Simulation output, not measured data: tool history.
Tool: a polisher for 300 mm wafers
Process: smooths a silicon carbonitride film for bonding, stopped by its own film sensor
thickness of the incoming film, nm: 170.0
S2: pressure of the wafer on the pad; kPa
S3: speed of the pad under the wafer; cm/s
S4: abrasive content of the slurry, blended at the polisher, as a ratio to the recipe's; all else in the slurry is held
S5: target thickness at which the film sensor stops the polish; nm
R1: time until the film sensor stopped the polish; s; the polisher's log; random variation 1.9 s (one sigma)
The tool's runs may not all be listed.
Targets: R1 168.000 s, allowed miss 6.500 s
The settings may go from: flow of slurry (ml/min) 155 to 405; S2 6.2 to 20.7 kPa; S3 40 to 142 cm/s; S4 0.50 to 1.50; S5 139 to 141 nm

run 1 hour=0.0 | flow_of_slurry_(ml/min)=260 S2=13.1 S3=90 S4=1.00 S5=141 | R1=109.880
run 2 hour=1.3 | flow_of_slurry_(ml/min)=260 S2=12.4 S3=90 S4=1.00 S5=141 | R1=114.100
run 3 hour=5.7 | flow_of_slurry_(ml/min)=260 S2=12.4 S3=72 S4=1.00 S5=141 | R1=130.530
run 4 hour=12.4 | flow_of_slurry_(ml/min)=260 S2=14.5 S3=72 S4=1.00 S5=141 | R1=117.810
run 5 hour=13.1 | flow_of_slurry_(ml/min)=260 S2=17.9 S3=72 S4=1.00 S5=141 | R1=96.121
run 6 hour=21.2 | flow_of_slurry_(ml/min)=220 S2=17.9 S3=72 S4=1.00 S5=141 | R1=98.855
run 7 hour=22.0 | flow_of_slurry_(ml/min)=220 S2=16.5 S3=72 S4=1.00 S5=141 | R1=105.680
run 8 hour=25.3 | flow_of_slurry_(ml/min)=220 S2=15.2 S3=72 S4=1.00 S5=141 | R1=114.520
run 9 hour=31.1 | flow_of_slurry_(ml/min)=220 S2=13.8 S3=72 S4=1.00 S5=141 | R1=124.890
run 10 hour=33.3 | flow_of_slurry_(ml/min)=220 S2=13.1 S3=72 S4=1.00 S5=141 | R1=129.270
run 11 hour=40.1 | flow_of_slurry_(ml/min)=220 S2=13.1 S3=72 S4=1.00 S5=141 | R1=130.320
run 12 hour=44.8 | flow_of_slurry_(ml/min)=220 S2=12.4 S3=72 S4=1.00 S5=141 | R1=133.050
run 13 hour=50.3 | flow_of_slurry_(ml/min)=220 S2=11.7 S3=72 S4=1.00 S5=141 | R1=142.700
run 14 hour=52.3 | flow_of_slurry_(ml/min)=220 S2=11.0 S3=72 S4=1.00 S5=141 | R1=151.380
run 15 hour=54.6 | flow_of_slurry_(ml/min)=215 S2=11.0 S3=72 S4=1.00 S5=141 | R1=146.480
run 16 hour=55.8 | flow_of_slurry_(ml/min)=215 S2=10.3 S3=72 S4=1.00 S5=141 | R1=160.900

Which of these 5 next moves meets every target?
run A hour=57.0 | flow_of_slurry_(ml/min)=235 S2=8.3 S3=68 S4=1.25 S5=139 | R1=?
run B hour=57.0 | flow_of_slurry_(ml/min)=205 S2=9.7 S3=68 S4=0.95 S5=141 | R1=?
run C hour=57.0 | flow_of_slurry_(ml/min)=205 S2=13.1 S3=58 S4=0.90 S5=139 | R1=?
run D hour=57.0 | flow_of_slurry_(ml/min)=205 S2=11.7 S3=72 S4=1.00 S5=140 | R1=?
run E hour=57.0 | flow_of_slurry_(ml/min)=235 S2=12.4 S3=54 S4=1.20 S5=141 | R1=?

move=A R1=191.890
move=B R1=182.490
move=C R1=171.700
move=D R1=150.390
move=E R1=150.950
A: takes the result that was furthest off past its target
B: takes the result that was furthest off past its target
C: meets every target
D: further off than the last run
E: further off than the last run
Move C is the one to make.

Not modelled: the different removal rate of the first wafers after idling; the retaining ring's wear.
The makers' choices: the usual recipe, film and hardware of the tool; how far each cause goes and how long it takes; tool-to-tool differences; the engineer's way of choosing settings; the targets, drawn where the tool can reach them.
